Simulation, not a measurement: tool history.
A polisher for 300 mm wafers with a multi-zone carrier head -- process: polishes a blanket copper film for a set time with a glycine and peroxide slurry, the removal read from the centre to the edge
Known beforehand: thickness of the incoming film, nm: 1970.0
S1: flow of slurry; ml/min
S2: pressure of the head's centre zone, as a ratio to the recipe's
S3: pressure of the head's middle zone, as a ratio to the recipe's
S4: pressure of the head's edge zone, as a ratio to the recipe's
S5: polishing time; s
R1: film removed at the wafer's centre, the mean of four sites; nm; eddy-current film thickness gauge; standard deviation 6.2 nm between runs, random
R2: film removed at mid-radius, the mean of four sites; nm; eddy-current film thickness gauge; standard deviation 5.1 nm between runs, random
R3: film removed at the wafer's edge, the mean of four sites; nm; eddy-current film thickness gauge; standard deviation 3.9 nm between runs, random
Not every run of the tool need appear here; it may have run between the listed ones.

{"run": 1, "hour": 0.0, "S1": 240, "S2": 1, "S3": 1, "S4": 1, "S5": 75, "R1": 422.15, "R2": 390.79, "R3": 386.98}
{"run": 2, "hour": 7.1, "S1": 250, "S2": 1.03, "S3": 0.99, "S4": 1.04, "S5": 77, "R1": 442.72, "R2": 408.32, "R3": 407.57}
{"run": 3, "hour": 14.9, "S1": 255, "S2": 1.07, "S3": 0.96, "S4": 1.07, "S5": 79, "R1": 475.59, "R2": 407.28, "R3": 424.5}
{"run": 4, "hour": 20.8, "S1": 255, "S2": 1.07, "S3": 1, "S4": 1.07, "S5": 79, "R1": 471.54, "R2": 421.05, "R3": 418.8}
{"run": 5, "hour": 27.5, "S1": 255, "S2": 1.07, "S3": 0.97, "S4": 1.07, "S5": 79, "R1": 486.75, "R2": 408.73, "R3": 423.36}
{"run": 6, "hour": 35.6, "S1": 255, "S2": 1.07, "S3": 1.03, "S4": 1.07, "S5": 79, "R1": 476.89, "R2": 434.5, "R3": 420.5}

Expected results for the next run?
{"run": 7, "hour": 43.2, "S1": 260, "S2": 1.09, "S3": 1.01, "S4": 1.1, "S5": 80, "R1": "?", "R2": "?", "R3": "?"}

{"run 7": {"R1": 492.91, "R2": 429.34, "R3": 435.02}}
